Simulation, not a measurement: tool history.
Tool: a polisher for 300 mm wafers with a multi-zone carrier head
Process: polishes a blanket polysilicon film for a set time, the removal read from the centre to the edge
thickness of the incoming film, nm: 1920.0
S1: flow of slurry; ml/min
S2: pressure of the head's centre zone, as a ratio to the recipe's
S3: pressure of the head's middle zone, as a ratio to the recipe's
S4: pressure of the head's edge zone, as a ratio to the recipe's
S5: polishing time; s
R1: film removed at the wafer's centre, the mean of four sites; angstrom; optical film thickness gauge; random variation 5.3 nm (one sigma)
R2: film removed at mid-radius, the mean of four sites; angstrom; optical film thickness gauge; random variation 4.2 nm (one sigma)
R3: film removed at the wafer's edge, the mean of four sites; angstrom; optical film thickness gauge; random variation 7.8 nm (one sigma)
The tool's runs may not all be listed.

run	hour	S1	S2	S3	S4	S5	R1	R2	R3
1	0.0	300	1.00	1.00	1.00	58	3930.2	4061.4	4167.7
2	4.3	300	1.00	0.93	1.00	58	4002.8	3906.3	4056.0
3	11.8	325	1.05	1.00	0.97	63	4548.2	4387.8	4375.9
4	17.5	325	1.05	1.00	0.97	75	5395.1	5219.1	5212.0
5	20.0	275	1.05	1.00	0.97	75	5381.5	5178.7	5228.8
6	21.4	285	1.08	1.05	0.96	76	5557.3	5421.2	5272.8
7	23.1	295	1.11	1.09	0.96	77	5858.3	5665.4	5217.2

Run 8 comes next. What will it give?
8	28.8	300	1.12	1.11	0.98	78	?	?	?

R1: 6029.0 angstrom
R2: 5734.2 angstrom
R3: 5475.2 angstrom

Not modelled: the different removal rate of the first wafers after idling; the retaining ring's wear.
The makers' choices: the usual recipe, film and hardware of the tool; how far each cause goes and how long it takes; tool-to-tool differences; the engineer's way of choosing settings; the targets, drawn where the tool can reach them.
